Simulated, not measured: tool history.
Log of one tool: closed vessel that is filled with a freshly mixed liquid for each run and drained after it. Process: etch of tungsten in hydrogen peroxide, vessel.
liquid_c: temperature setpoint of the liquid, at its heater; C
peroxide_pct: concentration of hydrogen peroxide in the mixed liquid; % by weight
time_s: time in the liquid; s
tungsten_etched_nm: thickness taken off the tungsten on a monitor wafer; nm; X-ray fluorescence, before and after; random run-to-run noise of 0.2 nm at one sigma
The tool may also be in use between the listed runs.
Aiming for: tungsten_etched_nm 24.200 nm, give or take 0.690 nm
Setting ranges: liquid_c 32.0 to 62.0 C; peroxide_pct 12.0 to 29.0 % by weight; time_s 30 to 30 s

run,day,liquid_c,peroxide_pct,time_s,tungsten_etched_nm
1,0.000,46.0,19.5,30,63.064
2,0.383,46.0,19.5,30,63.503
3,0.675,43.5,19.0,30,53.022
4,0.754,41.5,18.5,30,46.595
5,0.854,41.5,18.5,30,45.848
6,1.096,41.5,21.0,30,49.762
7,1.329,40.0,20.5,30,44.221
8,1.558,38.5,20.0,30,39.823
9,1.733,37.5,19.5,30,36.595
10,1.783,36.5,19.0,30,33.910
11,1.871,35.5,18.5,30,31.186
12,1.908,35.0,18.5,30,30.462
13,2.175,32.0,16.5,30,23.373

Pick the move, out of 4, that brings all results within their allowed miss; only one does.
A,2.442,33.5,16.5,30,?
B,2.442,33.5,16.0,30,?
C,2.442,34.5,14.0,30,?
D,2.442,32.5,16.5,30,?

move,tungsten_etched_nm
A,25.608
B,25.217
C,25.240
D,23.923
A: the result that was furthest off in the last run now lies on the other side of its target
B: the result that was furthest off in the last run now lies on the other side of its target
C: the result that was furthest off in the last run now lies on the other side of its target
D: every result lands within tolerance
So the answer is move D, the one that meets all the targets.
